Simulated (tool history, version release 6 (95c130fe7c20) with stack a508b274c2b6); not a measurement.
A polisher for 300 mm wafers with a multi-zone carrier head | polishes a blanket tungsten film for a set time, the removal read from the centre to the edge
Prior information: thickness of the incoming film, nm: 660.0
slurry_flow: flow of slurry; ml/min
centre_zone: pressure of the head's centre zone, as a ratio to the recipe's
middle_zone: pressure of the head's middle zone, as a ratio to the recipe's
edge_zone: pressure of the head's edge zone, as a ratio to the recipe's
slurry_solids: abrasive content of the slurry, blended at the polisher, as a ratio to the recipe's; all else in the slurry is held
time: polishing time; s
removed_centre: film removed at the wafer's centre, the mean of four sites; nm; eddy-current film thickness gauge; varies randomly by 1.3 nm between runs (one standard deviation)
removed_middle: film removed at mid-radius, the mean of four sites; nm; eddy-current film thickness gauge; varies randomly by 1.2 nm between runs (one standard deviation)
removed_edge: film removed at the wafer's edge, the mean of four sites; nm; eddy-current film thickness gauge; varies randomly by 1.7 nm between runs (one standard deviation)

{"run": 1, "hour": 0.0, "slurry_flow": 285, "centre_zone": 1.0, "middle_zone": 1.0, "edge_zone": 1.0, "slurry_solids": 1.0, "time": 48, "removed_centre": 190.33, "removed_middle": 213.56, "removed_edge": 203.37}
{"run": 2, "hour": 2.4, "slurry_flow": 280, "centre_zone": 1.01, "middle_zone": 0.98, "edge_zone": 1.0, "slurry_solids": 0.95, "time": 46, "removed_centre": 184.04, "removed_middle": 195.98, "removed_edge": 196.64}
{"run": 3, "hour": 8.0, "slurry_flow": 280, "centre_zone": 1.01, "middle_zone": 0.97, "edge_zone": 0.98, "slurry_solids": 0.9, "time": 45, "removed_centre": 178.53, "removed_middle": 188.23, "removed_edge": 184.58}
{"run": 4, "hour": 12.1, "slurry_flow": 280, "centre_zone": 1.09, "middle_zone": 0.97, "edge_zone": 0.98, "slurry_solids": 0.9, "time": 45, "removed_centre": 190.44, "removed_middle": 193.52, "removed_edge": 186.67}
{"run": 5, "hour": 18.3, "slurry_flow": 280, "centre_zone": 1.09, "middle_zone": 0.97, "edge_zone": 0.91, "slurry_solids": 0.9, "time": 45, "removed_centre": 192.14, "removed_middle": 189.07, "removed_edge": 184.25}
{"run": 6, "hour": 25.7, "slurry_flow": 280, "centre_zone": 1.08, "middle_zone": 0.95, "edge_zone": 0.91, "slurry_solids": 0.85, "time": 44, "removed_centre": 186.16, "removed_middle": 180.67, "removed_edge": 177.37}
{"run": 7, "hour": 26.7, "slurry_flow": 275, "centre_zone": 1.07, "middle_zone": 0.93, "edge_zone": 0.91, "slurry_solids": 0.8, "time": 43, "removed_centre": 175.79, "removed_middle": 172.93, "removed_edge": 170.59}
{"run": 8, "hour": 32.6, "slurry_flow": 270, "centre_zone": 1.08, "middle_zone": 0.91, "edge_zone": 0.93, "slurry_solids": 0.8, "time": 41, "removed_centre": 169.13, "removed_middle": 162.57, "removed_edge": 159.56}
{"hour": 36.4, "done": "centre zone pressure recalibrated"}
{"run": 9, "hour": 36.4, "slurry_flow": 280, "centre_zone": 1.07, "middle_zone": 0.9, "edge_zone": 0.91, "slurry_solids": 0.8, "time": 40, "removed_centre": 176.1, "removed_middle": 157.12, "removed_edge": 159.16}
{"run": 10, "hour": 39.3, "slurry_flow": 275, "centre_zone": 1.04, "middle_zone": 0.89, "edge_zone": 0.91, "slurry_solids": 0.8, "time": 39, "removed_centre": 162.43, "removed_middle": 150.42, "removed_edge": 153.39}
{"run": 11, "hour": 40.2, "slurry_flow": 275, "centre_zone": 1.02, "middle_zone": 0.88, "edge_zone": 0.91, "slurry_solids": 0.8, "time": 39, "removed_centre": 161.37, "removed_middle": 148.89, "removed_edge": 152.46}
{"run": 12, "hour": 46.5, "slurry_flow": 280, "centre_zone": 1.0, "middle_zone": 0.87, "edge_zone": 0.91, "slurry_solids": 0.8, "time": 38, "removed_centre": 155.37, "removed_middle": 143.95, "removed_edge": 148.65}
{"run": 13, "hour": 53.4, "slurry_flow": 285, "centre_zone": 0.99, "middle_zone": 0.86, "edge_zone": 0.92, "slurry_solids": 0.8, "time": 37, "removed_centre": 149.73, "removed_middle": 141.14, "removed_edge": 147.85}

What will run 14 give?
{"run": 14, "hour": 57.1, "slurry_flow": 285, "centre_zone": 0.99, "middle_zone": 0.85, "edge_zone": 0.93, "slurry_solids": 0.8, "time": 37, "removed_centre": "?", "removed_middle": "?", "removed_edge": "?"}

Run 14 produced removed_centre 149.51 nm, removed_middle 137.71 nm, removed_edge 146.54 nm.
